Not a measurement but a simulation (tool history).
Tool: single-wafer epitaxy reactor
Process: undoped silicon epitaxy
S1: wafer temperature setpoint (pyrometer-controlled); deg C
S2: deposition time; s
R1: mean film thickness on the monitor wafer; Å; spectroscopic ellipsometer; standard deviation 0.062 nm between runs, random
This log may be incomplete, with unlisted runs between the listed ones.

run 1 day=0.000 | S1=630 S2=215 | R1=217.33
run 2 day=0.046 | S1=621 S2=215 | R1=173.90
run 3 day=0.100 | S1=631 S2=215 | R1=222.55
run 4 day=0.333 | S1=630 S2=215 | R1=216.13
run 5 day=0.438 | S1=629 S2=215 | R1=211.78
run 6 day=0.696 | S1=628 S2=215 | R1=207.03
run 7 day=0.967 | S1=627 S2=215 | R1=202.98

For run 8, what comes out?
run 8 day=1.146 | S1=626 S2=215 | R1=?

R1: 196.67 Å

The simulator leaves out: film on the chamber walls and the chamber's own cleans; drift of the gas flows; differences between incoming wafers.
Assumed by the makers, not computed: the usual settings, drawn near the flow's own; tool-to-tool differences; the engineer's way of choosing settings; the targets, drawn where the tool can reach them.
